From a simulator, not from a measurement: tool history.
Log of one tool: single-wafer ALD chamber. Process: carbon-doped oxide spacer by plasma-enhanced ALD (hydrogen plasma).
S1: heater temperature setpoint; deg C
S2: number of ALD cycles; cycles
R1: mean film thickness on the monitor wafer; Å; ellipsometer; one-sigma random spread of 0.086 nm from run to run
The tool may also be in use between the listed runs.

run,day,S1,S2,R1
1,0.000,375,462,222.69
2,0.350,375,400,191.66
3,0.654,375,417,200.92
4,0.683,375,431,206.37
5,1.033,375,443,213.09
6,1.146,375,453,218.17

Run 7 has not been measured yet. What should we expect?
7,1.362,375,462,?

R1: 221.90 Å

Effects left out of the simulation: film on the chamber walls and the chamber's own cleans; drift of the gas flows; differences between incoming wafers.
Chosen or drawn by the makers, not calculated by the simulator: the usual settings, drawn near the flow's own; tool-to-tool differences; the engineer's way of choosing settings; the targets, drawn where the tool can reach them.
